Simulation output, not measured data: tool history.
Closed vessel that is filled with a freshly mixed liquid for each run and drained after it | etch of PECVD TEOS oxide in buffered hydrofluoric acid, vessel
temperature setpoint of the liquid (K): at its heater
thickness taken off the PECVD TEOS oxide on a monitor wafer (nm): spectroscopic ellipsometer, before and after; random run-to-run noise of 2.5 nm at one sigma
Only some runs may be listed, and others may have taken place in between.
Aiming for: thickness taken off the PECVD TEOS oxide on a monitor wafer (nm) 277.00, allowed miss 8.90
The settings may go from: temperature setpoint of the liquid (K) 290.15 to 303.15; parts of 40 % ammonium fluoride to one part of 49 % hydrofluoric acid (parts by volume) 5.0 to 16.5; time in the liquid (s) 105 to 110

run	day	temperature setpoint of the liquid (K)	parts of 40 % ammonium fluoride to one part of 49 % hydrofluoric acid (parts by volume)	time in the liquid (s)	thickness taken off the PECVD TEOS oxide on a monitor wafer (nm)
1	0.000	295.15	10.0	105	330.51
2	0.304	294.65	10.0	105	324.08
3	0.550	294.65	13.0	105	250.15
4	0.638	294.65	15.0	105	218.98
5	0.704	294.65	15.0	110	231.30
6	0.946	294.65	16.5	110	210.81
7	1.058	294.65	16.5	110	209.33
8	1.325	295.15	16.5	110	213.72
9	1.692	295.65	16.5	110	222.21
10	1.971	296.15	16.5	110	227.49
11	2.283	296.65	16.5	110	232.76

Which single option among these 4 for the next run brings every result within its allowed miss of target? Just one does.
A	2.596	298.65	13.5	105	?
B	2.596	297.65	13.0	105	?
C	2.596	296.15	15.0	110	?
D	2.596	298.15	15.0	110	?

move	thickness taken off the PECVD TEOS oxide on a monitor wafer (nm)
A	297.85
B	292.75
C	245.53
D	273.87
A: carries the result that was furthest off beyond its target, to the other side
B: carries the result that was furthest off beyond its target, to the other side
C: closer than the last run, but not yet in spec
D: in spec on every target
D meets every target.

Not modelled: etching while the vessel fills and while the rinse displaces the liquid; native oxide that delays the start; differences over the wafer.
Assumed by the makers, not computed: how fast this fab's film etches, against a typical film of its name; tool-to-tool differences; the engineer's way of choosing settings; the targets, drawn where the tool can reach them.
